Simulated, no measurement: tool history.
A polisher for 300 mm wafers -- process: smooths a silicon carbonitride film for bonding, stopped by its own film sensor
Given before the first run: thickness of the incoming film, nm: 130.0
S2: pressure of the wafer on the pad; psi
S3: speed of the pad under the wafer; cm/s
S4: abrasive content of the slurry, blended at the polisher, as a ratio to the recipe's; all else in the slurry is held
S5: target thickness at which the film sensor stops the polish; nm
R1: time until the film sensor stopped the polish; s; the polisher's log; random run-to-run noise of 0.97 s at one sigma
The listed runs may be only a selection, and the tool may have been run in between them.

{"run": 1, "hour": 0.0, "flow of slurry (ml/min)": 165, "S2": 2.1, "S3": 90, "S4": 1.0, "S5": 115, "R1": 50.782}
{"run": 2, "hour": 6.2, "flow of slurry (ml/min)": 165, "S2": 2.1, "S3": 90, "S4": 1.0, "S5": 115, "R1": 50.778}
{"run": 3, "hour": 14.5, "flow of slurry (ml/min)": 165, "S2": 1.9, "S3": 90, "S4": 1.0, "S5": 115, "R1": 56.684}
{"run": 4, "hour": 19.5, "flow of slurry (ml/min)": 180, "S2": 1.9, "S3": 90, "S4": 1.0, "S5": 115, "R1": 53.427}
{"run": 5, "hour": 26.4, "flow of slurry (ml/min)": 180, "S2": 1.9, "S3": 90, "S4": 1.0, "S5": 117, "R1": 47.928}
{"run": 6, "hour": 33.3, "flow of slurry (ml/min)": 165, "S2": 1.7, "S3": 90, "S4": 1.0, "S5": 117, "R1": 54.278}

Run 7, settings as shown, results not yet in. Your forecast:
{"run": 7, "hour": 36.4, "flow of slurry (ml/min)": 165, "S2": 1.7, "S3": 90, "S4": 1.0, "S5": 117, "R1": "?"}

For run 7 the tool returned R1 54.592 s.
